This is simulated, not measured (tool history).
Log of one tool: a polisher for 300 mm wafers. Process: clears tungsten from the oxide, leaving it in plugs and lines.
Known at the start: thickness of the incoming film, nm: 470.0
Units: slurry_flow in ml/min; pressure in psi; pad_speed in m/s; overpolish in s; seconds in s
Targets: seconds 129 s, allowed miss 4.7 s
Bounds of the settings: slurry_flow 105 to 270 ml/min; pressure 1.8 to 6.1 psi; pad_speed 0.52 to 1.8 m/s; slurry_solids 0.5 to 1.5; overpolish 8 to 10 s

run  hour  slurry_flow  pressure  pad_speed  slurry_solids  overpolish  seconds
  1     0          175       3.9       1.16              1          10   108.99
  2   3.9          170       3.7       1.16              1          10   114.65
  3   8.2          210       3.7       1.16              1          10   110.55
  4  11.5          205       3.5       1.16              1          10   116.47
  5  18.8          205       3.5       1.36              1          10   100.58
  6  23.5          205       3.5       1.36              1           8    99.55
  7  26.4          190       2.4       1.34              1           8   138.97
  8  32.1          195       2.5       1.34              1           8   135.78
  9  39.8          195       2.5       1.34              1           8   131.93

5 next moves are on the table. One of them brings every result within its allowed miss. Which?
  A  47.5          235       2.5       1.26            0.9          10        ?
  B  47.5          185       2.6       1.22            0.9           9        ?
  C  47.5          215       2.2       1.46            0.8           8        ?
  D  47.5          165       3.1        1.2              1          10        ?
  E  47.5          185       2.4       1.28           1.05           8        ?

move  seconds
   A   142.54
   B   147.24
   C   143.27
   D   127.85
   E   142.93
A: further off than the last run
B: further off than the last run
C: further off than the last run
D: meets every target
E: further off than the last run
The right move is D.
